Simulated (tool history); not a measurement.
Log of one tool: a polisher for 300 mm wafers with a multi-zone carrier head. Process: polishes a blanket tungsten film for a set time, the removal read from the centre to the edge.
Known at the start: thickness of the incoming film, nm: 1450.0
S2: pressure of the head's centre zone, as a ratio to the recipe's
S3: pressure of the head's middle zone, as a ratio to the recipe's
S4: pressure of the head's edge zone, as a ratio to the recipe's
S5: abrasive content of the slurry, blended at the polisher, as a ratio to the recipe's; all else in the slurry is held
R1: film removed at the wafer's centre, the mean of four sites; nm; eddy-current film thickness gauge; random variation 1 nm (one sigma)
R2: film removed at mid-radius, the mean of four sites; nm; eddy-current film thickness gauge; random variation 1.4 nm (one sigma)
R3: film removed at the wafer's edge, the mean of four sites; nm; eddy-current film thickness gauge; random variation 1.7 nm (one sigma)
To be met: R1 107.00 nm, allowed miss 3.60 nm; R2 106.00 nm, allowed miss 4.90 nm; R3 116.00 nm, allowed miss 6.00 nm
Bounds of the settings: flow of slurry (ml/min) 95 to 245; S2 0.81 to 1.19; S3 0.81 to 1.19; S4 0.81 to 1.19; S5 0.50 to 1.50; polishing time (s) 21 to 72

Run 1, hour 0.0: flow of slurry (ml/min) 155, S2 1.00, S3 1.00, S4 1.00, S5 1.00, polishing time (s) 46. Result: R1 175.94 nm, R2 180.98 nm, R3 173.04 nm.
Run 2, hour 8.1: flow of slurry (ml/min) 155, S2 1.00, S3 1.05, S4 1.00, S5 1.00, polishing time (s) 46. Result: R1 180.11 nm, R2 189.53 nm, R3 173.90 nm.
Run 3, hour 15.1: flow of slurry (ml/min) 155, S2 1.00, S3 1.05, S4 1.00, S5 0.90, polishing time (s) 46. Result: R1 167.73 nm, R2 180.65 nm, R3 169.74 nm.
Run 4, hour 23.7: flow of slurry (ml/min) 150, S2 1.00, S3 1.02, S4 0.98, S5 0.80, polishing time (s) 44. Result: R1 157.95 nm, R2 162.34 nm, R3 159.87 nm.
Run 5, hour 29.8: flow of slurry (ml/min) 130, S2 1.00, S3 1.02, S4 0.98, S5 0.80, polishing time (s) 44. Result: R1 150.26 nm, R2 157.71 nm, R3 155.53 nm.
Run 6, hour 33.7: flow of slurry (ml/min) 130, S2 1.00, S3 0.96, S4 0.98, S5 0.80, polishing time (s) 44. Result: R1 151.34 nm, R2 151.19 nm, R3 157.21 nm.
Run 7, hour 34.8: flow of slurry (ml/min) 130, S2 0.99, S3 0.96, S4 0.97, S5 0.75, polishing time (s) 42. Result: R1 141.44 nm, R2 141.09 nm, R3 143.03 nm.
Run 8, hour 38.0: flow of slurry (ml/min) 125, S2 0.97, S3 0.94, S4 0.97, S5 0.70, polishing time (s) 41. Result: R1 131.74 nm, R2 131.42 nm, R3 133.25 nm.
Run 9, hour 46.0: flow of slurry (ml/min) 120, S2 0.95, S3 0.92, S4 0.98, S5 0.65, polishing time (s) 41. Result: R1 124.40 nm, R2 126.09 nm, R3 132.91 nm.

Which of these 4 next moves meets every target?
Run A, hour 54.0: flow of slurry (ml/min) 170, S2 1.11, S3 0.81, S4 1.03, S5 0.50, polishing time (s) 40. Result: R1 ?, R2 ?, R3 ?.
Run B, hour 54.0: flow of slurry (ml/min) 95, S2 1.00, S3 0.95, S4 1.04, S5 0.70, polishing time (s) 36. Result: R1 ?, R2 ?, R3 ?.
Run C, hour 54.0: flow of slurry (ml/min) 245, S2 1.01, S3 1.12, S4 0.81, S5 1.15, polishing time (s) 30. Result: R1 ?, R2 ?, R3 ?.
Run D, hour 54.0: flow of slurry (ml/min) 95, S2 0.95, S3 0.81, S4 1.16, S5 0.50, polishing time (s) 47. Result: R1 ?, R2 ?, R3 ?.

move      R1      R2      R3
   A  141.17  106.74  130.18
   B  105.78  103.59  116.27
   C  129.19  139.81  114.13
   D  119.11  107.79  146.11
A: further off than the last run
B: meets every target
C: further off than the last run
D: as far off as the last run
Move B is the one to make.

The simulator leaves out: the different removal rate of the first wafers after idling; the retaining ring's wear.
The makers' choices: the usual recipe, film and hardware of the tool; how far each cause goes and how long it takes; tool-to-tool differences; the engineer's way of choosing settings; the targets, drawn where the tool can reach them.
